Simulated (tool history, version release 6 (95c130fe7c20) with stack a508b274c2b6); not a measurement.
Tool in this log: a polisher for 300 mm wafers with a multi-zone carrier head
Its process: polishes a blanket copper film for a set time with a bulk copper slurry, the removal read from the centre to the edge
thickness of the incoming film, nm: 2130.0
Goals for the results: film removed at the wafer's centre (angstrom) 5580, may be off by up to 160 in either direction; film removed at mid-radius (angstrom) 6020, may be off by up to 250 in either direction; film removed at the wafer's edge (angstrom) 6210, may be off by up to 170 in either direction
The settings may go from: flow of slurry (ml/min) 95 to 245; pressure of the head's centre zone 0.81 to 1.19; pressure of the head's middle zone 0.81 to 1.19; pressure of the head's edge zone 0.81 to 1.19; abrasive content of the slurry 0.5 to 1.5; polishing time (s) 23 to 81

run,day,flow of slurry (ml/min),pressure of the head's centre zone,pressure of the head's middle zone,pressure of the head's edge zone,abrasive content of the slurry,polishing time (s),film removed at the wafer's centre (angstrom),film removed at mid-radius (angstrom),film removed at the wafer's edge (angstrom)
1,0,155,1,1,1,1,52,8178,7986.8,7807.6
2,0.162,140,0.95,0.97,0.97,0.85,51,7185.3,6952.6,7316.9
3,0.188,140,0.9,0.97,0.97,0.85,51,6780.2,7217.2,7224
4,0.362,140,0.9,0.97,0.9,0.85,51,6751.1,7032.2,7157
5,0.392,135,0.89,0.98,0.89,0.75,50,6323.8,6757,6681.8
6,0.688,135,0.97,0.98,0.89,0.75,50,6841.8,6804.5,6618
7,0.892,135,0.97,0.98,0.89,0.75,50,6842.3,6866,6608.2
8,1.15,100,0.87,0.89,0.87,0.6,50,5399.3,5584.3,5982.8
9,1.217,105,0.87,0.9,0.87,0.6,50,5524.3,5786.7,6026.6

Consider the 4 candidate settings below. Which is the only one whose results all fall within their allowed miss of target?
A,1.283,105,0.97,0.88,0.87,0.65,46,?,?,?
B,1.283,100,0.89,0.88,0.89,0.6,50,?,?,?
C,1.283,100,0.85,0.91,0.82,0.5,55,?,?,?
D,1.283,115,0.88,0.97,0.81,0.5,51,?,?,?

move,film removed at the wafer's centre (angstrom),film removed at mid-radius (angstrom),film removed at the wafer's edge (angstrom)
A,5724.2,5316.7,5733.1
B,5531.5,5611.4,6112.1
C,5558.5,6071.6,6265.9
D,5519.4,6113.3,5901.6
A: the biggest miss grows against the last run
B: puts the biggest miss on target and leaves a different result outside tolerance
C: each result inside its tolerance
D: the biggest miss grows against the last run
Move C is the one to make.
